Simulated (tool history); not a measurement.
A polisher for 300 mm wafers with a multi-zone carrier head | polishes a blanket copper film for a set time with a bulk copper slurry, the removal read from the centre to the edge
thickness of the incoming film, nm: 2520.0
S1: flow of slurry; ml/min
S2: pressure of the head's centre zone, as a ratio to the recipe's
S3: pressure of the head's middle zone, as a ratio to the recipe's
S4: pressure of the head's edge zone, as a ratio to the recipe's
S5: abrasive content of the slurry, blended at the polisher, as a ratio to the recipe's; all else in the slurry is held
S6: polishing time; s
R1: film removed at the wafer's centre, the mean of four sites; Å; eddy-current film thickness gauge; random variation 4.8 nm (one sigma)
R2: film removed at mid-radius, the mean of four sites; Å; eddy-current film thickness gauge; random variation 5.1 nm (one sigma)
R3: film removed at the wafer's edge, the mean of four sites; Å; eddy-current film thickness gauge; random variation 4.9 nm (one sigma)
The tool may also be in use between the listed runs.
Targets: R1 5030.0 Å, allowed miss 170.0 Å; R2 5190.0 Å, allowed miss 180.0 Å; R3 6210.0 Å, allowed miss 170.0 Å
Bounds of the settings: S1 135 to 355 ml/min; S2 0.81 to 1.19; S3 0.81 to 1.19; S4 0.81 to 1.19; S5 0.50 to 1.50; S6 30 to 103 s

run	hour	S1	S2	S3	S4	S5	S6	R1	R2	R3
1	0.0	225	1.00	1.00	1.00	1.00	66	7354.4	7285.0	7498.2
2	3.1	225	1.00	0.97	1.00	1.00	66	7421.0	7118.5	7492.0
3	7.3	225	1.00	0.97	1.07	1.00	66	7402.2	7238.4	7763.0
4	13.2	275	1.00	0.97	1.07	1.00	66	7710.3	7263.5	7792.6
5	16.5	270	0.98	0.95	1.06	0.95	65	7204.2	7008.1	7683.3
6	25.2	270	0.97	0.94	1.05	0.90	64	6866.1	6760.5	7460.8
7	31.5	270	0.96	0.93	1.04	0.85	63	6708.3	6485.5	7051.6
8	38.0	265	0.94	0.92	1.05	0.80	63	6502.2	6434.3	7090.3
9	41.9	265	0.93	0.91	1.05	0.75	62	6282.0	6179.9	6855.0
10	43.7	260	0.92	0.90	1.05	0.70	62	5992.3	5885.2	6660.6

Which of these 5 next moves meets every target?
A	45.5	310	0.96	0.94	1.02	0.70	69	?	?	?
B	45.5	290	1.15	1.07	0.87	0.55	64	?	?	?
C	45.5	215	0.83	0.81	1.01	0.90	56	?	?	?
D	45.5	285	1.01	0.90	0.85	0.50	71	?	?	?
E	45.5	205	0.94	1.00	0.87	0.55	69	?	?	?

move	R1	R2	R3
A	6978.0	7000.9	7495.3
B	7245.0	6645.9	6021.3
C	4954.4	5226.5	6243.7
D	6855.3	6345.3	6448.7
E	6059.5	6525.5	6277.2
A: further off than the last run
B: further off than the last run
C: meets every target
D: further off than the last run
E: further off than the last run
Move C is the one to make.

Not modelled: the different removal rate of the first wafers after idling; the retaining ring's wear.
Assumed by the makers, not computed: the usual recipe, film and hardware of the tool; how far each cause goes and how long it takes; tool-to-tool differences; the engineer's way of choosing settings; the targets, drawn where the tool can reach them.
